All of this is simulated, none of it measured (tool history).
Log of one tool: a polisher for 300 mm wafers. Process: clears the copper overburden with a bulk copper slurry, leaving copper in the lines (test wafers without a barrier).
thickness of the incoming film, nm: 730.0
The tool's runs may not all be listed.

run,day,flow of slurry (ml/min),pressure of the wafer on the pad (psi),speed of the pad under the wafer (m/s),abrasive content of the slurry,overpolish time after the end point (s),time until the end point was called (s),dishing of a wide line in a test structure (Å)
1,0,125,2.2,0.94,1,15,107.36,423.7
2,0.358,125,2.2,0.94,1.15,15,101.14,415.51
3,0.496,125,2.2,0.94,1.25,15,100.74,428.26
4,0.796,150,2.2,0.94,1.25,15,95.148,452.93
5,0.988,150,2.2,0.86,1.25,15,100.88,423.4
# day 1.112: worn pad replaced by a new one
6,1.112,150,2.2,0.64,1.25,15,107.48,411.12

Forecast run 7:
7,1.3,150,2.4,0.66,1.25,15,?,?

{"run 7": {"time until the end point was called (s)": 101.14, "dishing of a wide line in a test structure (Å)": 450.38}}
